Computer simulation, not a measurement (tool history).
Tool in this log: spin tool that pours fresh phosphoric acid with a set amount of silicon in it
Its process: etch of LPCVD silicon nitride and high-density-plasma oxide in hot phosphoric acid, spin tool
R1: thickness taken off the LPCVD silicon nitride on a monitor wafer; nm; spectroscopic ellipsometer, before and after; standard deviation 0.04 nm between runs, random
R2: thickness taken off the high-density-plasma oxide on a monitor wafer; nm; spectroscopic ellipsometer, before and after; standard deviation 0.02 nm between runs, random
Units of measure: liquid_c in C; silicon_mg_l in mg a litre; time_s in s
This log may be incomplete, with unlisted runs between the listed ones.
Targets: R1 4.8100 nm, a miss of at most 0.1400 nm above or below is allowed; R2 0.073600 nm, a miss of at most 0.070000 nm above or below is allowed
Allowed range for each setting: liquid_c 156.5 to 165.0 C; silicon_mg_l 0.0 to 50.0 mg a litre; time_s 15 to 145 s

Run 1, hour 0.0: liquid_c 160.0 C, silicon_mg_l 23.0 mg a litre, time_s 75 s. Result: R1 6.7585 nm, R2 0.144820 nm.
Run 2, hour 7.0: liquid_c 160.0 C, silicon_mg_l 10.5 mg a litre, time_s 75 s. Result: R1 6.6970 nm, R2 0.220630 nm.
Run 3, hour 9.2: liquid_c 160.0 C, silicon_mg_l 2.5 mg a litre, time_s 75 s. Result: R1 6.6946 nm, R2 0.354470 nm.
Run 4, hour 11.1: liquid_c 160.0 C, silicon_mg_l 0.0 mg a litre, time_s 75 s. Result: R1 6.6818 nm, R2 0.254970 nm.
Run 5, hour 16.8: liquid_c 159.5 C, silicon_mg_l 5.0 mg a litre, time_s 70 s. Result: R1 6.0637 nm, R2 0.331110 nm.
Run 6, hour 23.2: liquid_c 157.5 C, silicon_mg_l 5.0 mg a litre, time_s 70 s. Result: R1 5.7054 nm, R2 0.256160 nm.
Run 7, hour 26.1: liquid_c 157.5 C, silicon_mg_l 11.0 mg a litre, time_s 65 s. Result: R1 5.3291 nm, R2 0.089444 nm.
Run 8, hour 33.2: liquid_c 157.5 C, silicon_mg_l 10.5 mg a litre, time_s 65 s. Result: R1 5.2585 nm, R2 0.110980 nm.
Run 9, hour 40.7: liquid_c 157.5 C, silicon_mg_l 11.0 mg a litre, time_s 65 s. Result: R1 5.2999 nm, R2 0.202630 nm.
Run 10, hour 42.7: liquid_c 157.5 C, silicon_mg_l 16.0 mg a litre, time_s 65 s. Result: R1 5.3258 nm, R2 0.133160 nm.
Run 11, hour 49.4: liquid_c 157.5 C, silicon_mg_l 16.0 mg a litre, time_s 65 s. Result: R1 5.3393 nm, R2 0.113960 nm.
Run 12, hour 55.9: liquid_c 157.5 C, silicon_mg_l 17.0 mg a litre, time_s 65 s. Result: R1 5.2928 nm, R2 0.080988 nm.
Run 13, hour 57.8: liquid_c 157.5 C, silicon_mg_l 16.5 mg a litre, time_s 65 s. Result: R1 5.3304 nm, R2 0.171120 nm.
Run 14, hour 58.5: liquid_c 157.5 C, silicon_mg_l 21.0 mg a litre, time_s 65 s. Result: R1 5.3261 nm, R2 0.088386 nm.

Below are 5 possible settings for the next run. Only one of them brings all results inside the allowed miss of their targets. Which is it?
Run A, hour 59.2: liquid_c 157.5 C, silicon_mg_l 22.5 mg a litre, time_s 55 s. Result: R1 ?, R2 ?.
Run B, hour 59.2: liquid_c 156.5 C, silicon_mg_l 25.0 mg a litre, time_s 75 s. Result: R1 ?, R2 ?.
Run C, hour 59.2: liquid_c 159.0 C, silicon_mg_l 35.5 mg a litre, time_s 75 s. Result: R1 ?, R2 ?.
Run D, hour 59.2: liquid_c 156.5 C, silicon_mg_l 28.5 mg a litre, time_s 75 s. Result: R1 ?, R2 ?.
Run E, hour 59.2: liquid_c 157.0 C, silicon_mg_l 27.0 mg a litre, time_s 60 s. Result: R1 ?, R2 ?.

move      R1        R2
   A  4.4907  0.088582
   B  5.9187  0.103430
   C  6.4428  0.081070
   D  5.9187  0.091364
   E  4.8164  0.080188
A: moves the result that the last run missed by most past its target, out the other side
B: misses by more than the last run did
C: misses by more than the last run did
D: misses by more than the last run did
E: every result lands within tolerance
Go with E: it meets all targets.
